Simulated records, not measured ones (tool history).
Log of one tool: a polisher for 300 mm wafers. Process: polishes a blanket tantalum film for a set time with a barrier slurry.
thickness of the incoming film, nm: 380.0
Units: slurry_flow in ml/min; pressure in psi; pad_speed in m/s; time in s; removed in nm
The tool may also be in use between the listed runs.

run	hour	slurry_flow	pressure	pad_speed	slurry_solids	time	removed
1	0.0	210	1.9	0.80	1.0	73	104.800
2	7.2	210	1.9	0.80	1.0	73	103.830
3	8.6	210	1.9	0.80	0.8	73	98.551
4	9.9	210	1.7	0.78	0.8	73	89.937
5	18.8	210	1.7	0.78	0.8	76	89.427
6	23.8	210	1.7	0.78	1.0	76	96.354

Run 7 comes next. What will it give?
7	32.8	210	1.5	0.74	1.0	76	?

removed: 83.502 nm

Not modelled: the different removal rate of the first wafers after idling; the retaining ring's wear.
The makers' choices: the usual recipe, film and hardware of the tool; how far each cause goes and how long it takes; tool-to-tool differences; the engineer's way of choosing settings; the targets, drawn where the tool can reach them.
